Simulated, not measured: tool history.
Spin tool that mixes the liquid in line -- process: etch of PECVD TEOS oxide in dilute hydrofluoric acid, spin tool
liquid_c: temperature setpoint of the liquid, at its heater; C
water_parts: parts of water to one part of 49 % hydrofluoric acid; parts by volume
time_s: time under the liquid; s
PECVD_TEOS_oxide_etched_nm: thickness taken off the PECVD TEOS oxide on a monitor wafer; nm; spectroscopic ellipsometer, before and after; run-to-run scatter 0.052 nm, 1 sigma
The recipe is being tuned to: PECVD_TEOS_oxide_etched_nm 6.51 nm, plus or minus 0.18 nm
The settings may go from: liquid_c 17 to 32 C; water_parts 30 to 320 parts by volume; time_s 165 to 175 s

run,day,liquid_c,water_parts,time_s,PECVD_TEOS_oxide_etched_nm
1,0,24,175,165,9.6736
2,0.175,24,175,165,9.8878
3,0.25,24,210,165,7.798
4,0.496,20.5,210,165,6.9196
5,0.621,20.5,210,175,7.2778
6,0.821,20,210,175,7.1206
7,1.033,19.5,210,175,7.0649
8,1.304,19,210,175,6.9058

Below are 5 possible settings for the next run. Only one of them brings all results inside the allowed miss of their targets. Which is it?
A,1.575,17,195,175,?
B,1.575,17.5,190,175,?
C,1.575,20,215,175,?
D,1.575,23,250,165,?
E,1.575,19.5,215,165,?

move,PECVD_TEOS_oxide_etched_nm
A,6.9374
B,7.296
C,6.9225
D,6.0427
E,6.4053
A: the biggest miss grows against the last run
B: the biggest miss grows against the last run
C: just as far off the targets as the last run
D: pushes the last run's worst result past its target
E: meets every target
Go with E: it meets all targets.

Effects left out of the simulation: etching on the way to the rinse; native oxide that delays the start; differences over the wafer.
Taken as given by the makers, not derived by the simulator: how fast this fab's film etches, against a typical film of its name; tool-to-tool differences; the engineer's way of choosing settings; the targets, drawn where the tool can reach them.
